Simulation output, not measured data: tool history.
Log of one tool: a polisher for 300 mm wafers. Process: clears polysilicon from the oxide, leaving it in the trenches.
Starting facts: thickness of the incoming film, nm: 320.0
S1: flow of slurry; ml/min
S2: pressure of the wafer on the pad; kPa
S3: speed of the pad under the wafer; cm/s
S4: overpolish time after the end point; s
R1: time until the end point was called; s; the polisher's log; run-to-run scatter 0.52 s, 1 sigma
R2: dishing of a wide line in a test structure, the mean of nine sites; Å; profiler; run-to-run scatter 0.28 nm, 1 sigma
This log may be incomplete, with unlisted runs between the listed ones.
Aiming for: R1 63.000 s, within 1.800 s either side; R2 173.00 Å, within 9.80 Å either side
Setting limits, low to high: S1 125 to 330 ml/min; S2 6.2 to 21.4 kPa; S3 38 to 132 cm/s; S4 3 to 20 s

{"run": 1, "hour": 0.0, "S1": 210, "S2": 13.8, "S3": 84, "S4": 10, "R1": 42.696, "R2": 441.34}
{"run": 2, "hour": 3.2, "S1": 210, "S2": 12.4, "S3": 84, "S4": 9, "R1": 45.103, "R2": 392.63}
{"run": 3, "hour": 9.0, "S1": 210, "S2": 12.4, "S3": 84, "S4": 12, "R1": 44.968, "R2": 451.92}
{"run": 4, "hour": 11.8, "S1": 215, "S2": 11.0, "S3": 84, "S4": 10, "R1": 48.497, "R2": 393.8}
{"run": 5, "hour": 12.9, "S1": 195, "S2": 10.3, "S3": 84, "S4": 9, "R1": 51.178, "R2": 362.06}
{"run": 6, "hour": 21.4, "S1": 190, "S2": 9.7, "S3": 84, "S4": 8, "R1": 53.608, "R2": 326.65}
{"run": 7, "hour": 21.9, "S1": 175, "S2": 9.0, "S3": 84, "S4": 7, "R1": 56.728, "R2": 283.7}
{"hour": 29.6, "done": "head pressure recalibrated"}
{"run": 8, "hour": 29.6, "S1": 125, "S2": 6.2, "S3": 94, "S4": 3, "R1": 69.917, "R2": 122.34}
{"run": 9, "hour": 33.2, "S1": 140, "S2": 6.2, "S3": 94, "S4": 3, "R1": 68.876, "R2": 126.55}
{"run": 10, "hour": 35.0, "S1": 160, "S2": 6.2, "S3": 94, "S4": 3, "R1": 67.663, "R2": 131.54}
{"run": 11, "hour": 40.7, "S1": 175, "S2": 6.2, "S3": 94, "S4": 3, "R1": 64.985, "R2": 129.48}
{"run": 12, "hour": 42.4, "S1": 180, "S2": 6.2, "S3": 92, "S4": 3, "R1": 66.352, "R2": 128.25}
{"run": 13, "hour": 50.7, "S1": 200, "S2": 6.9, "S3": 92, "S4": 8, "R1": 62.309, "R2": 299.3}
{"run": 14, "hour": 53.2, "S1": 200, "S2": 6.9, "S3": 92, "S4": 8, "R1": 60.784, "R2": 304.28}
{"run": 15, "hour": 59.6, "S1": 190, "S2": 6.9, "S3": 94, "S4": 7, "R1": 61.457, "R2": 280.66}
{"run": 16, "hour": 65.5, "S1": 190, "S2": 6.9, "S3": 90, "S4": 7, "R1": 62.705, "R2": 257.54}

Exercise: of the 5 proposed moves below, exactly one satisfies all targets within the stated allowed misses. Which move is it?
{"run": "A", "hour": 71.4, "S1": 220, "S2": 7.6, "S3": 84, "S4": 9, "R1": "?", "R2": "?"}
{"run": "B", "hour": 71.4, "S1": 185, "S2": 7.6, "S3": 86, "S4": 11, "R1": "?", "R2": "?"}
{"run": "C", "hour": 71.4, "S1": 180, "S2": 6.2, "S3": 100, "S4": 5, "R1": "?", "R2": "?"}
{"run": "D", "hour": 71.4, "S1": 200, "S2": 6.2, "S3": 98, "S4": 5, "R1": "?", "R2": "?"}
{"run": "E", "hour": 71.4, "S1": 195, "S2": 9.0, "S3": 76, "S4": 4, "R1": "?", "R2": "?"}

move=A R1=61.640 R2=318.94
move=B R1=62.109 R2=359.92
move=C R1=61.511 R2=207.88
move=D R1=61.465 R2=208.00
move=E R1=61.571 R2=173.16
A: the biggest miss grows against the last run
B: the biggest miss grows against the last run
C: nearer the targets than the last run, but a result is still out of spec
D: nearer the targets than the last run, but a result is still out of spec
E: all results in spec
So the answer is move E, the one that meets all the targets.
